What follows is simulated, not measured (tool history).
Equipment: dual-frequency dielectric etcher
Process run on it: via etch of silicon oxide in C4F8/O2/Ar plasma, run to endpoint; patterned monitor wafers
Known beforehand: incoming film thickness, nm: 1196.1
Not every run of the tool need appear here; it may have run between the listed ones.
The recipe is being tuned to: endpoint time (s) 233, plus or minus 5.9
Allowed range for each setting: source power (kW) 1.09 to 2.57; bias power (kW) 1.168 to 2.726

run	hour	source power (kW)	bias power (kW)	endpoint time (s)
1	0	1.83	1.947	275.35
2	3.1	1.69	1.947	284.22
3	11.4	1.69	1.733	295.22
4	13.1	1.93	1.852	267.75
5	19.1	1.93	1.971	266.62
6	25.7	1.93	2.136	259.09
7	31.7	2.04	2.166	252.76
8	40.4	2.13	2.194	245.01

Which single option among these 4 for the next run brings every result within its allowed miss of target? Just one does.
A	49.1	1.98	1.746	?
B	49.1	1.89	2.012	?
C	49.1	2.24	1.979	?
D	49.1	2.2	2.45	?

move	endpoint time (s)
A	268.71
B	265.8
C	244.04
D	232.89
A: the biggest miss grows against the last run
B: the biggest miss grows against the last run
C: gains on the last run, yet a result remains outside its allowed miss
D: meets every target
D meets every target.

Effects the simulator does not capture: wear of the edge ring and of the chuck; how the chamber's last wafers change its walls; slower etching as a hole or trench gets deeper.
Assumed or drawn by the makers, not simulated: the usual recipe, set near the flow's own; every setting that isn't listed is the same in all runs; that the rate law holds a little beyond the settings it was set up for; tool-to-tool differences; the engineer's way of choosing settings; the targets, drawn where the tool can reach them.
